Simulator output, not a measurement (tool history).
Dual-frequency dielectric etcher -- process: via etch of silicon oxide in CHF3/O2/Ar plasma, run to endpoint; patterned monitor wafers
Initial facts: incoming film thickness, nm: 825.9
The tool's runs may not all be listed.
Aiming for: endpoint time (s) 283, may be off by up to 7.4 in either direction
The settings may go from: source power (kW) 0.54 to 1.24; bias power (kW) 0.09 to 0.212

run 1 hour=0 | source_power_(kW)=0.89 bias_power_(kW)=0.151 | endpoint_time_(s)=350.28
run 2 hour=4.8 | source_power_(kW)=0.97 bias_power_(kW)=0.16 | endpoint_time_(s)=324.82
run 3 hour=13.3 | source_power_(kW)=1.02 bias_power_(kW)=0.162 | endpoint_time_(s)=317.34
run 4 hour=15.3 | source_power_(kW)=1.11 bias_power_(kW)=0.162 | endpoint_time_(s)=300.48
run 5 hour=20 | source_power_(kW)=1.04 bias_power_(kW)=0.162 | endpoint_time_(s)=310.6
-- hour=21.2 bias power generator calibrated
run 6 hour=21.2 | source_power_(kW)=1.08 bias_power_(kW)=0.163 | endpoint_time_(s)=305.92
run 7 hour=28 | source_power_(kW)=1.11 bias_power_(kW)=0.165 | endpoint_time_(s)=304.96
run 8 hour=29.5 | source_power_(kW)=1.14 bias_power_(kW)=0.169 | endpoint_time_(s)=295.69
run 9 hour=31.7 | source_power_(kW)=1.16 bias_power_(kW)=0.17 | endpoint_time_(s)=293.73

4 candidate next runs follow, results not yet known. Just one meets every target within its allowed miss. Identify it.
run A hour=33.9 | source_power_(kW)=1.05 bias_power_(kW)=0.179 | endpoint_time_(s)=?
run B hour=33.9 | source_power_(kW)=1.24 bias_power_(kW)=0.168 | endpoint_time_(s)=?
run C hour=33.9 | source_power_(kW)=1.12 bias_power_(kW)=0.17 | endpoint_time_(s)=?
run D hour=33.9 | source_power_(kW)=1.24 bias_power_(kW)=0.196 | endpoint_time_(s)=?

move=A endpoint_time_(s)=302.63
move=B endpoint_time_(s)=288.03
move=C endpoint_time_(s)=300.66
move=D endpoint_time_(s)=267.87
A: misses by more than the last run did
B: in spec on every target
C: misses by more than the last run did
D: takes the result that was furthest off past its target
B is the move that brings every result within its allowed miss.
